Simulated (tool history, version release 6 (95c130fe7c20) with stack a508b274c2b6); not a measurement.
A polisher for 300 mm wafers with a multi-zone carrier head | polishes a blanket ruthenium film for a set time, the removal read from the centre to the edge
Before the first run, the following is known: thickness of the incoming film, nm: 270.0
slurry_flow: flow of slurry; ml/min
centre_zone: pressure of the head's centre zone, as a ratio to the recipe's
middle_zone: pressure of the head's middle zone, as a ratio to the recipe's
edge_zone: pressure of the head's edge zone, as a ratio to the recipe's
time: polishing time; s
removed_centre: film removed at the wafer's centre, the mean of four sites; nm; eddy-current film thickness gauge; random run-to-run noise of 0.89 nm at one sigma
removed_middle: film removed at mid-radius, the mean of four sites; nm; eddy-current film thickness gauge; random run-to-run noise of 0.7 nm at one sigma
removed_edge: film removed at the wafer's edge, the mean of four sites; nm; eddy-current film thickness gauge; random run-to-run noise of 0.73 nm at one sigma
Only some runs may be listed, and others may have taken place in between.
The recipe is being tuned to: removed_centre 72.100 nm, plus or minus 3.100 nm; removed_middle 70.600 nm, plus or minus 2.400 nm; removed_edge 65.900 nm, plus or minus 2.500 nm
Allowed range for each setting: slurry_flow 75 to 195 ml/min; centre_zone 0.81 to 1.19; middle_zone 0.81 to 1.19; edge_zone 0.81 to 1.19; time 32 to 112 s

Run 1, hour 0.0: slurry_flow 125 ml/min, centre_zone 1.00, middle_zone 1.00, edge_zone 1.00, time 72 s. Result: removed_centre 87.325 nm, removed_middle 84.564 nm, removed_edge 86.168 nm.
Run 2, hour 8.6: slurry_flow 125 ml/min, centre_zone 1.00, middle_zone 1.00, edge_zone 1.00, time 84 s. Result: removed_centre 100.260 nm, removed_middle 99.203 nm, removed_edge 101.290 nm.
Run 3, hour 11.5: slurry_flow 125 ml/min, centre_zone 1.00, middle_zone 1.00, edge_zone 1.04, time 84 s. Result: removed_centre 102.350 nm, removed_middle 99.486 nm, removed_edge 103.200 nm.
Run 4, hour 18.2: slurry_flow 125 ml/min, centre_zone 1.06, middle_zone 1.00, edge_zone 1.04, time 84 s. Result: removed_centre 108.080 nm, removed_middle 99.629 nm, removed_edge 101.270 nm.
Run 5, hour 24.5: slurry_flow 120 ml/min, centre_zone 1.06, middle_zone 1.02, edge_zone 1.00, time 76 s. Result: removed_centre 95.852 nm, removed_middle 90.641 nm, removed_edge 90.341 nm.
Run 6, hour 32.3: slurry_flow 120 ml/min, centre_zone 1.06, middle_zone 1.07, edge_zone 1.00, time 76 s. Result: removed_centre 98.107 nm, removed_middle 93.925 nm, removed_edge 90.477 nm.
Run 7, hour 36.2: slurry_flow 120 ml/min, centre_zone 1.05, middle_zone 1.07, edge_zone 0.97, time 69 s. Result: removed_centre 85.273 nm, removed_middle 84.677 nm, removed_edge 81.348 nm.
Run 8, hour 41.5: slurry_flow 115 ml/min, centre_zone 1.06, middle_zone 1.07, edge_zone 0.94, time 66 s. Result: removed_centre 82.769 nm, removed_middle 80.871 nm, removed_edge 75.634 nm.
Run 9, hour 47.6: slurry_flow 105 ml/min, centre_zone 1.05, middle_zone 1.05, edge_zone 0.91, time 65 s. Result: removed_centre 78.831 nm, removed_middle 77.150 nm, removed_edge 70.621 nm.
Run 10, hour 51.8: slurry_flow 100 ml/min, centre_zone 1.04, middle_zone 1.03, edge_zone 0.91, time 65 s. Result: removed_centre 75.980 nm, removed_middle 74.524 nm, removed_edge 71.572 nm.
Run 11, hour 56.7: slurry_flow 95 ml/min, centre_zone 1.04, middle_zone 1.03, edge_zone 0.89, time 65 s. Result: removed_centre 74.157 nm, removed_middle 72.871 nm, removed_edge 68.304 nm.

Which single option among these 4 for the next run brings every result within its allowed miss of target? Just one does.
Run A, hour 61.6: slurry_flow 80 ml/min, centre_zone 1.03, middle_zone 1.02, edge_zone 0.81, time 66 s. Result: removed_centre ?, removed_middle ?, removed_edge ?.
Run B, hour 61.6: slurry_flow 80 ml/min, centre_zone 0.98, middle_zone 1.07, edge_zone 0.89, time 70 s. Result: removed_centre ?, removed_middle ?, removed_edge ?.
Run C, hour 61.6: slurry_flow 90 ml/min, centre_zone 0.98, middle_zone 1.03, edge_zone 0.95, time 66 s. Result: removed_centre ?, removed_middle ?, removed_edge ?.
Run D, hour 61.6: slurry_flow 75 ml/min, centre_zone 0.97, middle_zone 1.07, edge_zone 0.83, time 72 s. Result: removed_centre ?, removed_middle ?, removed_edge ?.

move  removed_centre  removed_middle  removed_edge
   A          70.490          70.542        65.598
   B          71.243          77.935        72.512
   C          69.877          73.612        72.116
   D          70.867          78.577        71.345
A: every result within its allowed miss
B: moves away from the targets compared with the last run
C: moves away from the targets compared with the last run
D: moves away from the targets compared with the last run
A meets every target.
